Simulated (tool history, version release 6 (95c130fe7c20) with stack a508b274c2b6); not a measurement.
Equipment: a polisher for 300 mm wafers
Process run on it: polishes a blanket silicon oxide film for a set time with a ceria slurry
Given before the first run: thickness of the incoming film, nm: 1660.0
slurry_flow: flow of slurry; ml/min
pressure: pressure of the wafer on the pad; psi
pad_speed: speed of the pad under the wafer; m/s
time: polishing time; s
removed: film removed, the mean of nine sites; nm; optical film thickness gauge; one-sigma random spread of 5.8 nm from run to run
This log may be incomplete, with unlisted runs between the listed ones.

run	day	slurry_flow	pressure	pad_speed	time	removed
1	0.000	210	3.5	0.94	78	374.45
2	0.246	210	3.7	0.94	78	405.24
3	0.425	210	3.8	0.94	78	418.27
4	0.508	210	3.0	0.94	78	332.34
5	0.733	210	3.3	0.94	78	360.66
6	0.925	210	3.5	0.94	78	385.65
7	1.212	210	3.7	0.94	78	404.37
8	1.346	210	3.8	0.94	78	415.52

What does the tool deliver on the next run?
9	1.421	210	3.9	0.94	78	?

For run 9 the tool returned removed 429.51 nm.
